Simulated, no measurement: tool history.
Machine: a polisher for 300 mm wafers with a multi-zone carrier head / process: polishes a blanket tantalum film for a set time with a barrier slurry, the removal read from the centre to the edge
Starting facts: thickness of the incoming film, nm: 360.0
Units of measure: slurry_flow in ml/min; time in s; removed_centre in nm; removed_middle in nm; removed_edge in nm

Run 1, day 0: slurry_flow 300 ml/min, centre_zone 1, middle_zone 1, edge_zone 1, slurry_solids 1, time 59 s. Result: removed_centre 74.957 nm, removed_middle 72.266 nm, removed_edge 76.075 nm.
Run 2, day 0.367: slurry_flow 300 ml/min, centre_zone 1, middle_zone 1, edge_zone 0.94, slurry_solids 1, time 59 s. Result: removed_centre 74.289 nm, removed_middle 73.226 nm, removed_edge 72.745 nm.
Run 3, day 0.646: slurry_flow 300 ml/min, centre_zone 1, middle_zone 0.94, edge_zone 0.94, slurry_solids 1, time 59 s. Result: removed_centre 72.417 nm, removed_middle 69.318 nm, removed_edge 74.579 nm.
Run 4, day 0.896: slurry_flow 300 ml/min, centre_zone 1, middle_zone 1, edge_zone 0.94, slurry_solids 1, time 59 s. Result: removed_centre 74.379 nm, removed_middle 73.946 nm, removed_edge 73.403 nm.
Run 5, day 0.975: slurry_flow 300 ml/min, centre_zone 1, middle_zone 1, edge_zone 0.94, slurry_solids 1, time 65 s. Result: removed_centre 81.732 nm, removed_middle 81.129 nm, removed_edge 81.463 nm.
Run 6, day 1.179: slurry_flow 300 ml/min, centre_zone 1.03, middle_zone 1, edge_zone 0.94, slurry_solids 1, time 65 s. Result: removed_centre 83.894 nm, removed_middle 80.021 nm, removed_edge 80.169 nm.
Run 7, day 1.512: slurry_flow 325 ml/min, centre_zone 1.12, middle_zone 1.07, edge_zone 1.04, slurry_solids 1.25, time 68 s. Result: removed_centre 98.685 nm, removed_middle 94.281 nm, removed_edge 93.931 nm.
Run 8, day 1.758: slurry_flow 330 ml/min, centre_zone 1.14, middle_zone 1.07, edge_zone 1.05, slurry_solids 1.3, time 68 s. Result: removed_centre 101.2 nm, removed_middle 96.412 nm, removed_edge 95.383 nm.
Run 9, day 1.875: slurry_flow 335 ml/min, centre_zone 1.15, middle_zone 1.07, edge_zone 1.06, slurry_solids 1.35, time 68 s. Result: removed_centre 106.28 nm, removed_middle 98.6 nm, removed_edge 95.369 nm.
Run 10, day 2.171: slurry_flow 330 ml/min, centre_zone 1.15, middle_zone 1.06, edge_zone 1.09, slurry_solids 1.35, time 68 s. Result: removed_centre 102.62 nm, removed_middle 98.281 nm, removed_edge 96.935 nm.
Run 11, day 2.429: slurry_flow 335 ml/min, centre_zone 1.16, middle_zone 1.04, edge_zone 1.1, slurry_solids 1.4, time 68 s. Result: removed_centre 104.97 nm, removed_middle 97.842 nm, removed_edge 97.37 nm.

Run 12, settings as shown, results not yet in. Your forecast:
Run 12, day 2.471: slurry_flow 335 ml/min, centre_zone 1.17, middle_zone 1.03, edge_zone 1.12, slurry_solids 1.4, time 68 s. Result: removed_centre ?, removed_middle ?, removed_edge ?.

{"run 12": {"removed_centre": 107.29, "removed_middle": 94.293, "removed_edge": 100.57}}
